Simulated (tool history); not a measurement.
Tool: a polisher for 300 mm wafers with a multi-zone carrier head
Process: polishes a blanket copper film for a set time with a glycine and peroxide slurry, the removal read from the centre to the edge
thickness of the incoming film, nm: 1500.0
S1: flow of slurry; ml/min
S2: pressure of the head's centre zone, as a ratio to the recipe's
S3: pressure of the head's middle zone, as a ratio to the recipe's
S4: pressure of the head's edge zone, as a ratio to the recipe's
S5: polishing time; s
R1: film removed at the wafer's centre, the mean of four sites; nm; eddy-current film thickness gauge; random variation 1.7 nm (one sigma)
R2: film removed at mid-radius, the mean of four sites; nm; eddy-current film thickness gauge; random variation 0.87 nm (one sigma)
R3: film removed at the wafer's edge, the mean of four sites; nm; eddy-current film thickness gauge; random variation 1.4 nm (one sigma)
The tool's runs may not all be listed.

{"run": 1, "hour": 0.0, "S1": 250, "S2": 1.0, "S3": 1.0, "S4": 1.0, "S5": 36, "R1": 238.04, "R2": 241.97, "R3": 234.15}
{"run": 2, "hour": 5.8, "S1": 245, "S2": 1.0, "S3": 0.98, "S4": 0.95, "S5": 30, "R1": 193.42, "R2": 195.01, "R3": 191.65}
{"run": 3, "hour": 7.3, "S1": 245, "S2": 1.06, "S3": 0.98, "S4": 0.95, "S5": 30, "R1": 207.15, "R2": 197.69, "R3": 187.58}
{"run": 4, "hour": 15.0, "S1": 240, "S2": 1.06, "S3": 0.97, "S4": 0.92, "S5": 26, "R1": 181.04, "R2": 169.37, "R3": 159.81}
{"run": 5, "hour": 16.5, "S1": 240, "S2": 1.0, "S3": 0.97, "S4": 0.92, "S5": 26, "R1": 170.6, "R2": 166.78, "R3": 163.25}
{"run": 6, "hour": 22.7, "S1": 240, "S2": 1.0, "S3": 0.97, "S4": 0.92, "S5": 31, "R1": 201.35, "R2": 201.36, "R3": 194.97}
{"run": 7, "hour": 26.8, "S1": 235, "S2": 1.01, "S3": 0.97, "S4": 0.9, "S5": 27, "R1": 176.96, "R2": 175.04, "R3": 168.04}
{"run": 8, "hour": 32.1, "S1": 230, "S2": 1.02, "S3": 0.96, "S4": 0.88, "S5": 25, "R1": 164.92, "R2": 158.63, "R3": 153.11}
{"run": 9, "hour": 34.8, "S1": 210, "S2": 1.01, "S3": 0.95, "S4": 0.81, "S5": 20, "R1": 128.31, "R2": 125.6, "R3": 113.8}
{"run": 10, "hour": 40.4, "S1": 230, "S2": 1.01, "S3": 0.95, "S4": 0.82, "S5": 20, "R1": 131.08, "R2": 125.95, "R3": 119.98}
{"run": 11, "hour": 42.1, "S1": 240, "S2": 1.02, "S3": 0.96, "S4": 0.82, "S5": 20, "R1": 130.3, "R2": 127.61, "R3": 117.46}

Forecast run 12:
{"run": 12, "hour": 43.9, "S1": 235, "S2": 1.05, "S3": 0.96, "S4": 0.89, "S5": 22, "R1": "?", "R2": "?", "R3": "?"}

{"run 12": {"R1": 151.16, "R2": 142.43, "R3": 134.12}}
